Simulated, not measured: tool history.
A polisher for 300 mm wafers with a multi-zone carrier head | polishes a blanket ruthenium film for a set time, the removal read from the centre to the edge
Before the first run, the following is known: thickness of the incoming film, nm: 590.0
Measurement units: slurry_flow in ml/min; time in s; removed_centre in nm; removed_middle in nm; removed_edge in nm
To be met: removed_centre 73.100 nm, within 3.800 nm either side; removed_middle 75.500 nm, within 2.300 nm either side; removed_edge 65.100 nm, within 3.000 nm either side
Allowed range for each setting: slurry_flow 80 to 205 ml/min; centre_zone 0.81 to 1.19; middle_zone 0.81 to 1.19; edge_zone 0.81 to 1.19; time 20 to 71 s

run	day	slurry_flow	centre_zone	middle_zone	edge_zone	time	removed_centre	removed_middle	removed_edge
1	0.000	135	1.00	1.00	1.00	45	51.269	51.926	50.674
2	0.279	140	1.01	1.02	1.01	46	52.326	54.376	51.849
3	0.646	140	1.01	1.02	1.08	46	52.451	53.679	53.861
4	0.700	145	1.02	1.04	1.08	47	54.972	56.893	57.313
5	1.012	145	1.02	1.04	1.01	47	55.487	57.009	55.006
# day 1.388: edge zone pressure recalibrated
6	1.388	145	0.97	1.04	1.01	47	51.994	57.426	51.746
7	1.650	150	0.99	1.05	1.00	47	53.014	58.374	51.627
8	1.992	155	1.01	1.06	1.00	48	57.093	59.522	52.348
9	2.154	180	1.02	1.15	1.10	57	69.446	78.192	66.435

Exercise: of the 5 proposed moves below, exactly one satisfies all targets within the stated allowed misses. Which move is it?
A	2.317	205	1.18	1.16	0.93	58	?	?	?
B	2.317	205	1.08	1.12	1.05	55	?	?	?
C	2.317	205	1.12	1.17	0.97	53	?	?	?
D	2.317	195	1.11	1.08	1.08	55	?	?	?
E	2.317	200	0.99	1.17	1.10	57	?	?	?

move	removed_centre	removed_middle	removed_edge
A	82.913	81.280	64.735
B	71.898	74.810	64.849
C	71.893	74.845	60.249
D	73.284	71.968	65.379
E	68.010	80.246	68.456
A: misses by more than the last run did
B: meets every target
C: brings the last run's worst result on target, with another outside its allowed miss
D: carries the result that was furthest off beyond its target, to the other side
E: misses by more than the last run did
B is the move that brings every result within its allowed miss.
